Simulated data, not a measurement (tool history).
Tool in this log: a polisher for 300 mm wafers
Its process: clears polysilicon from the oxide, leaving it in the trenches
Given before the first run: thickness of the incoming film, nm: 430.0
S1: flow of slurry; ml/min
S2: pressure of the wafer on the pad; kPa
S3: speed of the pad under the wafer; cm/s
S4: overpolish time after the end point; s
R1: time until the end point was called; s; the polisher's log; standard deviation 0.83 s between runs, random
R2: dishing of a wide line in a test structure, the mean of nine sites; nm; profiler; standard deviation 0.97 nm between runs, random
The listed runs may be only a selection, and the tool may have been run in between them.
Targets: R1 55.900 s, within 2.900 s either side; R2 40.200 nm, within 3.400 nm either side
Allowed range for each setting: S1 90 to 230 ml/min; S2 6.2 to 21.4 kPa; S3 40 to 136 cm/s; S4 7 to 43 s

{"run": 1, "hour": 0.0, "S1": 150, "S2": 13.8, "S3": 88, "S4": 22, "R1": 58.543, "R2": 75.304}
{"run": 2, "hour": 1.3, "S1": 150, "S2": 13.8, "S3": 88, "S4": 18, "R1": 56.626, "R2": 70.879}
{"run": 3, "hour": 9.9, "S1": 150, "S2": 13.8, "S3": 88, "S4": 9, "R1": 58.2, "R2": 47.231}
{"run": 4, "hour": 11.1, "S1": 150, "S2": 15.9, "S3": 88, "S4": 9, "R1": 51.31, "R2": 52.514}
{"run": 5, "hour": 17.8, "S1": 150, "S2": 15.9, "S3": 78, "S4": 9, "R1": 59.162, "R2": 48.821}
{"run": 6, "hour": 26.2, "S1": 165, "S2": 15.2, "S3": 80, "S4": 8, "R1": 55.962, "R2": 43.755}
{"run": 7, "hour": 29.8, "S1": 165, "S2": 15.2, "S3": 80, "S4": 8, "R1": 57.279, "R2": 44.466}
{"run": 8, "hour": 33.3, "S1": 170, "S2": 15.2, "S3": 80, "S4": 8, "R1": 57.019, "R2": 43.308}
{"run": 9, "hour": 35.5, "S1": 175, "S2": 15.2, "S3": 80, "S4": 8, "R1": 57.433, "R2": 43.407}
{"run": 10, "hour": 42.8, "S1": 180, "S2": 15.2, "S3": 80, "S4": 8, "R1": 56.673, "R2": 42.771}
{"run": 11, "hour": 45.3, "S1": 185, "S2": 15.2, "S3": 80, "S4": 8, "R1": 54.86, "R2": 41.942}
{"hour": 52.6, "done": "worn pad replaced by a new one"}
{"run": 12, "hour": 52.6, "S1": 205, "S2": 14.5, "S3": 80, "S4": 7, "R1": 51.407, "R2": 41.948}
{"run": 13, "hour": 54.1, "S1": 205, "S2": 14.5, "S3": 78, "S4": 7, "R1": 52.712, "R2": 43.468}

Exercise: of the 4 proposed moves below, exactly one satisfies all targets within the stated allowed misses. Which move is it?
{"run": "A", "hour": 55.6, "S1": 200, "S2": 12.4, "S3": 98, "S4": 7, "R1": "?", "R2": "?"}
{"run": "B", "hour": 55.6, "S1": 185, "S2": 13.8, "S3": 76, "S4": 9, "R1": "?", "R2": "?"}
{"run": "C", "hour": 55.6, "S1": 195, "S2": 13.8, "S3": 92, "S4": 7, "R1": "?", "R2": "?"}
{"run": "D", "hour": 55.6, "S1": 165, "S2": 11.0, "S3": 96, "S4": 7, "R1": "?", "R2": "?"}

move=A R1=49.354 R2=43.064
move=B R1=58.597 R2=45.457
move=C R1=48.331 R2=43.688
move=D R1=56.984 R2=38.894
A: moves away from the targets compared with the last run
B: brings the result that was furthest off to its target, and leaves another outside
C: moves away from the targets compared with the last run
D: hits every target within its allowed miss
Go with D: it meets all targets.
